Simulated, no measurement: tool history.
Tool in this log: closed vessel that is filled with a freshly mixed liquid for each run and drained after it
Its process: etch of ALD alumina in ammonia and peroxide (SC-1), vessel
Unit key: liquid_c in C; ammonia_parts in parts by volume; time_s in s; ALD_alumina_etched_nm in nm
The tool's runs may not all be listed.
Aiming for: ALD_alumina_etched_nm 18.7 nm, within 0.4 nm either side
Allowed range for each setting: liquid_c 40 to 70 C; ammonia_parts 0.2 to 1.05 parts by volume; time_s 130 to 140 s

| run | hour | liquid_c | ammonia_parts | time_s | ALD_alumina_etched_nm |
|---|---|---|---|---|---|
| 1 | 0 | 56 | 0.55 | 130 | 10.519 |
| 2 | 5 | 58 | 0.55 | 130 | 11.658 |
| 3 | 13.8 | 60 | 0.55 | 130 | 12.918 |
| 4 | 18.2 | 60 | 0.55 | 130 | 12.939 |
| 5 | 19.9 | 61.5 | 0.55 | 130 | 14.018 |
| 6 | 25.1 | 61.5 | 0.55 | 130 | 14.08 |
| 7 | 31.1 | 62.5 | 0.55 | 130 | 14.702 |
| 8 | 32.6 | 63.5 | 0.55 | 130 | 15.457 |
| 9 | 41.2 | 64.5 | 0.55 | 130 | 16.37 |
| 10 | 44.6 | 64.5 | 0.55 | 130 | 16.321 |
| 11 | 48.5 | 65 | 0.55 | 130 | 16.56 |
| 12 | 54.7 | 65.5 | 0.55 | 130 | 17.272 |
| 13 | 57.8 | 66 | 0.55 | 130 | 17.511 |
| 14 | 62.2 | 66.5 | 0.55 | 130 | 17.757 |

Which of these 5 next moves meets every target?
| A | 66.6 | 66 | 0.55 | 130 | ? |
| B | 66.6 | 67 | 0.65 | 130 | ? |
| C | 66.6 | 64 | 0.55 | 140 | ? |
| D | 66.6 | 64 | 0.55 | 135 | ? |
| E | 66.6 | 65.5 | 0.7 | 130 | ? |

| move | ALD_alumina_etched_nm |
|---|---|
| A | 17.623 |
| B | 18.805 |
| C | 17.185 |
| D | 16.571 |
| E | 17.589 |
A: its largest miss is bigger than the last run's
B: hits every target within its allowed miss
C: its largest miss is bigger than the last run's
D: its largest miss is bigger than the last run's
E: its largest miss is bigger than the last run's
B is the move that brings every result within its allowed miss.
